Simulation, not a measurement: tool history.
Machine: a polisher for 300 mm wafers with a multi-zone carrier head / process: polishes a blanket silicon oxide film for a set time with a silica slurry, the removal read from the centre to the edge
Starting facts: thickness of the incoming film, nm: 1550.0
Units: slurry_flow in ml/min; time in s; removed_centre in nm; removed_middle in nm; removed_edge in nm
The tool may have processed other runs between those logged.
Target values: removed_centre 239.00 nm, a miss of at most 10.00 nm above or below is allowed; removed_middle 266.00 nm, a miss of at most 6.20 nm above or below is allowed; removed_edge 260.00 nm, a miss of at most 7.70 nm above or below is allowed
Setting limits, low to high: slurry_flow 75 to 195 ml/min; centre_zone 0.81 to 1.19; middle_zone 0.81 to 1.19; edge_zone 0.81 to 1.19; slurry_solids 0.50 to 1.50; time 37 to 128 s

run 1 hour=0.0 | slurry_flow=125 centre_zone=1.00 middle_zone=1.00 edge_zone=1.00 slurry_solids=1.00 time=82 | removed_centre=308.75 removed_middle=298.21 removed_edge=286.27
run 2 hour=7.2 | slurry_flow=125 centre_zone=1.00 middle_zone=1.00 edge_zone=1.03 slurry_solids=1.00 time=82 | removed_centre=318.01 removed_middle=299.32 removed_edge=288.97
run 3 hour=9.5 | slurry_flow=115 centre_zone=0.97 middle_zone=0.99 edge_zone=1.01 slurry_solids=1.00 time=82 | removed_centre=303.43 removed_middle=285.19 removed_edge=283.76
run 4 hour=17.3 | slurry_flow=110 centre_zone=0.93 middle_zone=1.01 edge_zone=1.01 slurry_solids=0.95 time=82 | removed_centre=288.62 removed_middle=282.17 removed_edge=272.43
run 5 hour=19.9 | slurry_flow=105 centre_zone=0.90 middle_zone=1.03 edge_zone=1.05 slurry_solids=0.95 time=81 | removed_centre=266.99 removed_middle=282.57 removed_edge=275.80
run 6 hour=22.6 | slurry_flow=105 centre_zone=0.90 middle_zone=1.03 edge_zone=1.09 slurry_solids=0.95 time=81 | removed_centre=267.41 removed_middle=279.29 removed_edge=279.92
run 7 hour=23.5 | slurry_flow=100 centre_zone=0.88 middle_zone=1.04 edge_zone=1.08 slurry_solids=0.95 time=81 | removed_centre=260.74 removed_middle=280.39 removed_edge=277.55
run 8 hour=26.6 | slurry_flow=75 centre_zone=0.84 middle_zone=1.03 edge_zone=1.02 slurry_solids=0.90 time=81 | removed_centre=221.19 removed_middle=249.65 removed_edge=249.69
run 9 hour=32.2 | slurry_flow=105 centre_zone=0.85 middle_zone=1.04 edge_zone=1.03 slurry_solids=0.90 time=81 | removed_centre=252.55 removed_middle=275.10 removed_edge=261.85
run 10 hour=37.9 | slurry_flow=100 centre_zone=0.85 middle_zone=1.04 edge_zone=1.03 slurry_solids=0.90 time=81 | removed_centre=251.08 removed_middle=274.61 removed_edge=266.23

4 next moves are on the table. One of them brings every result within its allowed miss. Which?
run A hour=43.6 | slurry_flow=75 centre_zone=0.84 middle_zone=1.03 edge_zone=0.99 slurry_solids=1.00 time=82 | removed_centre=? removed_middle=? removed_edge=?
run B hour=43.6 | slurry_flow=115 centre_zone=0.89 middle_zone=0.97 edge_zone=1.00 slurry_solids=0.85 time=84 | removed_centre=? removed_middle=? removed_edge=?
run C hour=43.6 | slurry_flow=110 centre_zone=0.85 middle_zone=1.06 edge_zone=1.08 slurry_solids=0.90 time=80 | removed_centre=? removed_middle=? removed_edge=?
run D hour=43.6 | slurry_flow=115 centre_zone=0.82 middle_zone=1.04 edge_zone=0.99 slurry_solids=0.60 time=92 | removed_centre=? removed_middle=? removed_edge=?

move=A removed_centre=234.87 removed_middle=268.15 removed_edge=261.50
move=B removed_centre=267.43 removed_middle=274.26 removed_edge=271.04
move=C removed_centre=250.23 removed_middle=284.80 removed_edge=273.03
move=D removed_centre=231.52 removed_middle=265.91 removed_edge=247.19
A: all results in spec
B: the biggest miss grows against the last run
C: the biggest miss grows against the last run
D: the worst result of the last run now meets its target, but another is out of spec
The move that meets every target is A.

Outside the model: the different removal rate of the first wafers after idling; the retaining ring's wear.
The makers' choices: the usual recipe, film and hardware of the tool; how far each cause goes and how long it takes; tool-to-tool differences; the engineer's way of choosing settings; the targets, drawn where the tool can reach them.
